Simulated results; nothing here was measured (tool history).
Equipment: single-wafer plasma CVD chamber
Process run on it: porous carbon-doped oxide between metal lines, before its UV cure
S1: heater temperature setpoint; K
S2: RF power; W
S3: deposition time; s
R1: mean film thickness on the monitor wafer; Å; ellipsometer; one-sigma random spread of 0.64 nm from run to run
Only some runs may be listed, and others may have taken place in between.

run	hour	S1	S2	S3	R1
1	0.0	573.15	605	48.1	3011.1
2	6.4	577.15	605	48.1	2941.5
3	11.8	580.15	590	48.1	2844.4
4	12.5	580.15	590	49.7	2930.9
5	17.7	580.15	625	49.7	3063.2
6	26.2	580.15	685	49.7	3264.3
7	27.1	580.15	685	49.7	3278.9
8	28.2	583.15	655	49.4	3112.0
9	33.6	585.15	625	49.2	2953.0
10	39.4	587.15	605	49.0	2869.2
11	45.6	588.15	585	48.8	2760.0
12	51.7	589.15	575	48.7	2708.4

What does the tool deliver on the next run?
13	56.8	590.15	570	48.7	?

R1: 2682.6 Å

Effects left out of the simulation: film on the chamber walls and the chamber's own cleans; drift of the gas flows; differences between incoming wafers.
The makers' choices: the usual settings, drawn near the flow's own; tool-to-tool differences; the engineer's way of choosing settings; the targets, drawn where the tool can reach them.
